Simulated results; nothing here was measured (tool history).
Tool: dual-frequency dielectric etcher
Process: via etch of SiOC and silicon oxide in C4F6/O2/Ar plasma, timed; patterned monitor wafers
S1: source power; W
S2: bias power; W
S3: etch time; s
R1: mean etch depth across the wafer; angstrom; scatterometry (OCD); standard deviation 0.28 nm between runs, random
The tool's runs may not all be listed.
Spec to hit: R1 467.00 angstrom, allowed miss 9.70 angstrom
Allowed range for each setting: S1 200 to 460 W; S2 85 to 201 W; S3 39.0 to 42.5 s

run,day,S1,S2,S3,R1
1,0.000,330,143,42.5,397.87
2,0.088,280,143,42.5,378.44
3,0.412,330,152,42.5,410.98
4,0.650,330,131,42.5,383.48
5,0.758,370,140,42.5,412.20
6,0.829,390,145,42.5,426.13
7,1.121,410,149,42.5,432.43
8,1.225,420,155,42.5,442.66
9,1.550,430,159,42.5,452.71

Exercise: of the 5 proposed moves below, exactly one satisfies all targets within the stated allowed misses. Which move is it?
A,1.875,450,139,42.5,?
B,1.875,420,196,42.5,?
C,1.875,430,175,42.5,?
D,1.875,450,185,42.5,?
E,1.875,450,155,39.5,?

move,R1
A,440.86
B,484.29
C,469.27
D,486.21
E,425.11
A: misses by more than the last run did
B: takes the biggest miss from the last run beyond its target
C: hits every target within its allowed miss
D: takes the biggest miss from the last run beyond its target
E: misses by more than the last run did
C is the move that brings every result within its allowed miss.
